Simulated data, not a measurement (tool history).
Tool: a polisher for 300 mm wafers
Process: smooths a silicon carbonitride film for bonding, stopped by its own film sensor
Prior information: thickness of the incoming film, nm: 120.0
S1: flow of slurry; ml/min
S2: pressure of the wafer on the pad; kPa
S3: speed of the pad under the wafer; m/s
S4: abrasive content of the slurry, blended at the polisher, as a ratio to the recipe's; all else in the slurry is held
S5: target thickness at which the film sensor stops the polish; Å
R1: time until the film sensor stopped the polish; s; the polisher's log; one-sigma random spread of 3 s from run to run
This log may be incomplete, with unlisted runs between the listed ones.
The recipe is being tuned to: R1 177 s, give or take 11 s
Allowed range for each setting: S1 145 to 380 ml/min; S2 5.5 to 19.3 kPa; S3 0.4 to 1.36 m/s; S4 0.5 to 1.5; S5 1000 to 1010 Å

{"run": 1, "hour": 0.0, "S1": 245, "S2": 12.4, "S3": 0.88, "S4": 1, "S5": 1010, "R1": 101.47}
{"run": 2, "hour": 7.9, "S1": 245, "S2": 12.4, "S3": 0.88, "S4": 1, "S5": 1000, "R1": 109.82}
{"run": 3, "hour": 10.4, "S1": 245, "S2": 12.4, "S3": 1, "S4": 1, "S5": 1000, "R1": 95.383}
{"run": 4, "hour": 19.2, "S1": 245, "S2": 11.7, "S3": 1, "S4": 1, "S5": 1000, "R1": 103.69}
{"run": 5, "hour": 20.1, "S1": 245, "S2": 11.7, "S3": 1, "S4": 1, "S5": 1010, "R1": 92.056}
{"run": 6, "hour": 27.6, "S1": 245, "S2": 11, "S3": 0.98, "S4": 1, "S5": 1010, "R1": 98.876}
{"run": 7, "hour": 32.7, "S1": 245, "S2": 10.3, "S3": 0.96, "S4": 1, "S5": 1010, "R1": 106.93}
{"run": 8, "hour": 38.8, "S1": 245, "S2": 9.7, "S3": 0.94, "S4": 1, "S5": 1010, "R1": 115.53}
{"hour": 47.7, "done": "slurry nozzle cleaned"}
{"run": 9, "hour": 47.7, "S1": 245, "S2": 9, "S3": 0.92, "S4": 1, "S5": 1010, "R1": 117.88}
{"run": 10, "hour": 52.1, "S1": 245, "S2": 9, "S3": 0.9, "S4": 1, "S5": 1010, "R1": 114.65}

Which one of the following 4 next-run settings gets every result inside its allowed miss? There is exactly one.
{"run": "A", "hour": 56.5, "S1": 290, "S2": 9.7, "S3": 0.6, "S4": 1.05, "S5": 1000, "R1": "?"}
{"run": "B", "hour": 56.5, "S1": 230, "S2": 6.9, "S3": 0.68, "S4": 0.85, "S5": 1000, "R1": "?"}
{"run": "C", "hour": 56.5, "S1": 275, "S2": 7.6, "S3": 0.8, "S4": 0.95, "S5": 1000, "R1": "?"}
{"run": "D", "hour": 56.5, "S1": 250, "S2": 8.3, "S3": 0.7, "S4": 0.85, "S5": 1000, "R1": "?"}

move=A R1=150.41
move=B R1=195.61
move=C R1=150.09
move=D R1=173.7
A: an improvement on the last run, though not all results are within tolerance
B: pushes the last run's worst result past its target
C: an improvement on the last run, though not all results are within tolerance
D: every result lands within tolerance
Go with D: it meets all targets.

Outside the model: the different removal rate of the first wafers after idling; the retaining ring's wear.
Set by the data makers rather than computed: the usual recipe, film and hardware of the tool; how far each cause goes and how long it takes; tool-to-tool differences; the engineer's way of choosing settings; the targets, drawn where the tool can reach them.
